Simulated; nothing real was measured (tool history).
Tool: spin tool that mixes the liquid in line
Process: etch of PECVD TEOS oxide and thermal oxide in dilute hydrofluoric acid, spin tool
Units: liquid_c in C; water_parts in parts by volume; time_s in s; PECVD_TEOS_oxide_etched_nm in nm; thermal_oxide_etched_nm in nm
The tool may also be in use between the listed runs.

| run | hour | liquid_c | water_parts | time_s | PECVD_TEOS_oxide_etched_nm | thermal_oxide_etched_nm |
|---|---|---|---|---|---|---|
| 1 | 0 | 24 | 160 | 150 | 16.472 | 3.9436 |
| 2 | 6.2 | 26 | 160 | 150 | 17.801 | 4.2098 |
| 3 | 11.6 | 23 | 160 | 150 | 15.884 | 3.8025 |
| 4 | 15.7 | 25 | 160 | 150 | 17.113 | 4.0911 |
| 5 | 18.1 | 26.5 | 160 | 150 | 18.075 | 4.2944 |
| 6 | 26.7 | 28 | 160 | 150 | 19.099 | 4.5424 |

Run 7 comes next. What will it give?
| 7 | 35.6 | 29 | 160 | 150 | ? | ? |

PECVD_TEOS_oxide_etched_nm: 19.815 nm
thermal_oxide_etched_nm: 4.6694 nm
